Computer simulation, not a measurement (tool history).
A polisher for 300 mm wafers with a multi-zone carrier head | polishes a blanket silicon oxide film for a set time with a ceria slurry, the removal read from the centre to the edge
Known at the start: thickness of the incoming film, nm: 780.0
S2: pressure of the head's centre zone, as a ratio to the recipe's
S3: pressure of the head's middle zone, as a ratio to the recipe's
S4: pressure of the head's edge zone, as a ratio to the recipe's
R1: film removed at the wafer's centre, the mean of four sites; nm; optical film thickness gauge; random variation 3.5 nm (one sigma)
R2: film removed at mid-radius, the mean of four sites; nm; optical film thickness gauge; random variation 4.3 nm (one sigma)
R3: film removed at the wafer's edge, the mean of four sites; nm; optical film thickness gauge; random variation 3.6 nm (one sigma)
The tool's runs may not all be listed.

Run 1, hour 0.0: flow of slurry (ml/min) 295, S2 1.00, S3 1.00, S4 1.00, polishing time (s) 36. Result: R1 221.86 nm, R2 222.94 nm, R3 228.36 nm.
Run 2, hour 7.1: flow of slurry (ml/min) 300, S2 1.03, S3 1.03, S4 1.01, polishing time (s) 38. Result: R1 243.93 nm, R2 236.21 nm, R3 238.67 nm.
Run 3, hour 15.0: flow of slurry (ml/min) 300, S2 0.95, S3 1.03, S4 1.01, polishing time (s) 38. Result: R1 226.40 nm, R2 235.38 nm, R3 234.94 nm.
Run 4, hour 24.0: flow of slurry (ml/min) 300, S2 0.95, S3 1.03, S4 1.01, polishing time (s) 33. Result: R1 196.52 nm, R2 207.14 nm, R3 205.40 nm.
Run 5, hour 32.6: flow of slurry (ml/min) 370, S2 0.95, S3 1.03, S4 1.01, polishing time (s) 33. Result: R1 194.50 nm, R2 216.37 nm, R3 206.24 nm.
Run 6, hour 39.2: flow of slurry (ml/min) 375, S2 0.98, S3 1.05, S4 1.02, polishing time (s) 36. Result: R1 226.16 nm, R2 230.17 nm, R3 229.65 nm.

Forecast run 7:
Run 7, hour 43.5: flow of slurry (ml/min) 375, S2 0.98, S3 1.05, S4 1.02, polishing time (s) 36. Result: R1 ?, R2 ?, R3 ?.

Run 7 gave R1 223.91 nm, R2 233.61 nm, R3 232.41 nm.
